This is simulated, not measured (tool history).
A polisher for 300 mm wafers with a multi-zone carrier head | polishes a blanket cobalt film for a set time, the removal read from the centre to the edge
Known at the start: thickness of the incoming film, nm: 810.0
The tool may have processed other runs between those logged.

run,day,flow of slurry (ml/min),pressure of the head's centre zone,pressure of the head's middle zone,pressure of the head's edge zone,polishing time (s),film removed at the wafer's centre (nm),film removed at mid-radius (nm),film removed at the wafer's edge (nm)
1,0.000,205,1.00,1.00,1.00,68,257.49,256.47,261.36
2,0.167,205,1.00,1.00,0.94,68,254.53,253.34,257.63
3,0.396,205,1.00,0.95,0.98,75,290.69,272.34,285.90
4,0.483,200,0.98,0.91,1.04,80,297.98,276.31,314.50
5,0.554,210,1.00,0.90,1.08,83,319.54,288.46,334.58
6,0.733,220,1.01,0.89,1.11,85,330.73,292.72,349.15
7,0.829,225,1.02,0.89,1.13,87,338.40,300.80,360.68

The next listed run, before its measurement:
8,1.133,230,1.04,0.89,1.14,88,?,?,?

Run 8 measured film removed at the wafer's centre (nm) 358.59, film removed at mid-radius (nm) 304.73, film removed at the wafer's edge (nm) 370.59.

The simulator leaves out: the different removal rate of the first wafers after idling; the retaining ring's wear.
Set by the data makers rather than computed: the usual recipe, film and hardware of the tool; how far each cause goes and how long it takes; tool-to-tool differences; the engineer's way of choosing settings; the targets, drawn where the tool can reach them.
